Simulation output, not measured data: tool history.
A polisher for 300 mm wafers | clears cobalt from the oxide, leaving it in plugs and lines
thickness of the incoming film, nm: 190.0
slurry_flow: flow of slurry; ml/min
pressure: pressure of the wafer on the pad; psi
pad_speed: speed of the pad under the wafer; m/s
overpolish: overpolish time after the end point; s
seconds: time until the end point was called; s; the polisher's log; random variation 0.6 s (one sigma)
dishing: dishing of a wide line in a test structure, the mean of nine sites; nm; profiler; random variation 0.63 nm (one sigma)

run,hour,slurry_flow,pressure,pad_speed,overpolish,seconds,dishing
1,0,180,1.7,1.04,27,36.356,60.41
2,8.1,180,2.1,1.04,27,29.93,62.936
3,14.3,205,2.1,1.04,27,28.682,64.258
4,19.5,200,2,1.04,25,30.54,59.934
5,28.3,200,1.9,1.04,24,32.231,59.466
6,30.5,200,1.9,1.16,24,29.119,60.575
7,32.5,200,1.8,1.16,23,30.998,59.537
8,35.6,200,1.8,1.16,23,31.016,60.172
9,41.7,195,1.3,1.12,15,43.72,42.695

The next listed run, before its measurement:
10,49.4,195,1.3,1.12,16,?,?

Run 10 gave seconds 43.563 s, dishing 44.532 nm.
